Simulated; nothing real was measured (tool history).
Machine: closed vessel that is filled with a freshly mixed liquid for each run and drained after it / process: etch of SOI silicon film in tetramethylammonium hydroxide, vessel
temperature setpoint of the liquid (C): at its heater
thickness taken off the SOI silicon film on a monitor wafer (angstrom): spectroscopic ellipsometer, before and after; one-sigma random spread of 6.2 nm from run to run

run  hour  temperature setpoint of the liquid (C)  concentration of hydroxide in the mixed liquid (% by weight)  time in the liquid (s)  thickness taken off the SOI silicon film on a monitor wafer (angstrom)
  1     0                                      75                                                            12                     100                                                                  8375.4
  2   2.8                                      75                                                            12                     100                                                                  8510.4
  3     8                                    76.5                                                            12                     100                                                                  9229.8
  4   9.8                                      78                                                            12                     100                                                                  9949.4
  5  15.1                                      78                                                            11                     100                                                                   10257
  6  24.2                                      78                                                            10                     100                                                                   10663

For run 7, what comes out?
  7  25.2                                    78.5                                                            10                     100                                                                       ?

Run 7 came out at thickness taken off the SOI silicon film on a monitor wafer (angstrom) 10980.
